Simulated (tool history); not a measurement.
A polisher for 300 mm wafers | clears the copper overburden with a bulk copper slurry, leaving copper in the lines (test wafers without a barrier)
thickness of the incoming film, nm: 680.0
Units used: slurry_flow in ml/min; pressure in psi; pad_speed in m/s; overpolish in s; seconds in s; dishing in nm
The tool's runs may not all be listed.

Run 1, day 0: slurry_flow 180 ml/min, pressure 3.4 psi, pad_speed 0.88 m/s, slurry_solids 1, overpolish 20 s. Result: seconds 81.288 s, dishing 73.093 nm.
Run 2, day 0.296: slurry_flow 180 ml/min, pressure 4.2 psi, pad_speed 0.88 m/s, slurry_solids 1, overpolish 20 s. Result: seconds 63.759 s, dishing 80.492 nm.
Run 3, day 0.583: slurry_flow 180 ml/min, pressure 4.3 psi, pad_speed 0.88 m/s, slurry_solids 1, overpolish 20 s. Result: seconds 66.164 s, dishing 82.047 nm.
Run 4, day 0.775: slurry_flow 155 ml/min, pressure 4.3 psi, pad_speed 0.88 m/s, slurry_solids 1, overpolish 20 s. Result: seconds 63.339 s, dishing 80.036 nm.
At day 0.825: slurry nozzle cleaned.
Run 5, day 0.825: slurry_flow 155 ml/min, pressure 4.4 psi, pad_speed 0.88 m/s, slurry_solids 1, overpolish 20 s. Result: seconds 59.471 s, dishing 82.422 nm.
Run 6, day 1.092: slurry_flow 155 ml/min, pressure 4.4 psi, pad_speed 0.76 m/s, slurry_solids 1, overpolish 20 s. Result: seconds 66.384 s, dishing 80.897 nm.
Run 7, day 1.392: slurry_flow 160 ml/min, pressure 5.3 psi, pad_speed 0.84 m/s, slurry_solids 1, overpolish 21 s. Result: seconds 53.046 s, dishing 90.299 nm.

Run 8 has not been measured yet. What should we expect?
Run 8, day 1.675: slurry_flow 160 ml/min, pressure 5.3 psi, pad_speed 0.86 m/s, slurry_solids 1, overpolish 21 s. Result: seconds ?, dishing ?.

seconds: 50.782 s
dishing: 89.841 nm
